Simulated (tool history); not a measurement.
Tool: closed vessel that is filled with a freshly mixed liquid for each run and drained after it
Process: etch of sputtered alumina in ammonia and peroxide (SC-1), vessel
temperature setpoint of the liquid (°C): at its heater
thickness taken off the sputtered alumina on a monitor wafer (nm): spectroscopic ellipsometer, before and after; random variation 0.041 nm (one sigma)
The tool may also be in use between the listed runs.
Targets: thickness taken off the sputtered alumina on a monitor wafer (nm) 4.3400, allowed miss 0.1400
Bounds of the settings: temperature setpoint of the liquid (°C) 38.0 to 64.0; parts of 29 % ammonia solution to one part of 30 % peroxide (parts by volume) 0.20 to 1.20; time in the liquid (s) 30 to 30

run,hour,temperature setpoint of the liquid (°C),parts of 29 % ammonia solution to one part of 30 % peroxide (parts by volume),time in the liquid (s),thickness taken off the sputtered alumina on a monitor wafer (nm)
1,0.0,48.0,0.85,30,2.5658
2,6.8,50.0,0.85,30,2.8940
3,14.4,51.5,0.85,30,3.1119
4,21.4,51.5,0.85,30,3.1009
5,27.4,52.5,0.85,30,3.3293
6,34.5,53.5,0.85,30,3.4488
# hour 36.1: ammonia flow meter replaced
7,36.1,54.5,0.85,30,3.7456
8,39.1,55.0,0.85,30,3.8030
9,46.9,55.5,0.85,30,3.8550
10,54.3,56.0,0.85,30,4.0045
11,56.3,56.5,0.85,30,4.1696

Which of these 4 next moves meets every target?
A,58.3,55.0,0.85,30,?
B,58.3,56.5,0.80,30,?
C,58.3,57.5,0.95,30,?
D,58.3,56.0,0.65,30,?

move,thickness taken off the sputtered alumina on a monitor wafer (nm)
A,3.7973
B,4.0869
C,4.3776
D,3.9031
A: further off than the last run
B: further off than the last run
C: meets every target
D: further off than the last run
Answer: C
